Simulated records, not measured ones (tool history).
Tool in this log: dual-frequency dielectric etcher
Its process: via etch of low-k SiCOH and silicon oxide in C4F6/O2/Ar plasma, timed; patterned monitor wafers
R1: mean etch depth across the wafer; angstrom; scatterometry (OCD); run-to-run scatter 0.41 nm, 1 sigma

Run 1, day 0.000: source power (kW) 0.440, bias power (kW) 0.228, etch time (s) 32. Result: R1 815.15 angstrom.
Run 2, day 0.204: source power (kW) 0.480, bias power (kW) 0.231, etch time (s) 32. Result: R1 863.31 angstrom.
Run 3, day 0.346: source power (kW) 0.480, bias power (kW) 0.208, etch time (s) 32. Result: R1 830.29 angstrom.
Run 4, day 0.629: source power (kW) 0.510, bias power (kW) 0.209, etch time (s) 32. Result: R1 865.17 angstrom.
Run 5, day 0.800: source power (kW) 0.530, bias power (kW) 0.210, etch time (s) 32. Result: R1 878.05 angstrom.
Run 6, day 1.175: source power (kW) 0.550, bias power (kW) 0.211, etch time (s) 32. Result: R1 905.27 angstrom.
Run 7, day 1.471: source power (kW) 0.560, bias power (kW) 0.211, etch time (s) 32. Result: R1 905.99 angstrom.

What does the tool deliver on the next run?
Run 8, day 1.842: source power (kW) 0.560, bias power (kW) 0.211, etch time (s) 32. Result: R1 ?.

Run 8 came out at R1 917.87 angstrom.
